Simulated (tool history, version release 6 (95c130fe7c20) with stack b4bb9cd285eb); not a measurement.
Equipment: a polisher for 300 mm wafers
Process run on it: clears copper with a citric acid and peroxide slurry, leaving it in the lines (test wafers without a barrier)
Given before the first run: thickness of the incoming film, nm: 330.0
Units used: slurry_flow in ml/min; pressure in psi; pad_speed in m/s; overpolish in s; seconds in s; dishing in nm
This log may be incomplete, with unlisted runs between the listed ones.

Run 1, hour 0.0: slurry_flow 235 ml/min, pressure 3.3 psi, pad_speed 1.34 m/s, slurry_solids 1.00, overpolish 26 s. Result: seconds 105.540 s, dishing 59.453 nm.
Run 2, hour 3.2: slurry_flow 235 ml/min, pressure 3.3 psi, pad_speed 1.58 m/s, slurry_solids 1.00, overpolish 26 s. Result: seconds 90.159 s, dishing 68.141 nm.
Run 3, hour 3.8: slurry_flow 235 ml/min, pressure 3.3 psi, pad_speed 1.58 m/s, slurry_solids 1.10, overpolish 26 s. Result: seconds 91.321 s, dishing 70.157 nm.
Run 4, hour 4.9: slurry_flow 235 ml/min, pressure 3.3 psi, pad_speed 1.58 m/s, slurry_solids 1.10, overpolish 35 s. Result: seconds 87.763 s, dishing 87.304 nm.
Run 5, hour 12.7: slurry_flow 235 ml/min, pressure 3.3 psi, pad_speed 1.58 m/s, slurry_solids 1.10, overpolish 45 s. Result: seconds 90.892 s, dishing 103.170 nm.
Run 6, hour 16.9: slurry_flow 235 ml/min, pressure 3.3 psi, pad_speed 1.58 m/s, slurry_solids 1.10, overpolish 36 s. Result: seconds 89.213 s, dishing 90.307 nm.
Run 7, hour 24.3: slurry_flow 280 ml/min, pressure 3.4 psi, pad_speed 1.30 m/s, slurry_solids 0.90, overpolish 26 s. Result: seconds 111.230 s, dishing 62.102 nm.
At hour 31.4: head pressure recalibrated.
Run 8, hour 31.4: slurry_flow 230 ml/min, pressure 2.7 psi, pad_speed 1.34 m/s, slurry_solids 1.10, overpolish 20 s. Result: seconds 113.710 s, dishing 45.416 nm.
Run 9, hour 37.9: slurry_flow 230 ml/min, pressure 2.7 psi, pad_speed 1.34 m/s, slurry_solids 1.10, overpolish 20 s. Result: seconds 110.060 s, dishing 46.362 nm.
Run 10, hour 42.5: slurry_flow 200 ml/min, pressure 2.3 psi, pad_speed 1.24 m/s, slurry_solids 1.25, overpolish 16 s. Result: seconds 135.240 s, dishing 32.451 nm.
Run 11, hour 44.6: slurry_flow 180 ml/min, pressure 2.0 psi, pad_speed 1.32 m/s, slurry_solids 1.35, overpolish 13 s. Result: seconds 138.920 s, dishing 26.662 nm.

Expected results for the next run?
Run 12, hour 48.0: slurry_flow 165 ml/min, pressure 1.8 psi, pad_speed 1.44 m/s, slurry_solids 1.40, overpolish 11 s. Result: seconds ?, dishing ?.

{"run 12": {"seconds": 134.7, "dishing": 22.768}}

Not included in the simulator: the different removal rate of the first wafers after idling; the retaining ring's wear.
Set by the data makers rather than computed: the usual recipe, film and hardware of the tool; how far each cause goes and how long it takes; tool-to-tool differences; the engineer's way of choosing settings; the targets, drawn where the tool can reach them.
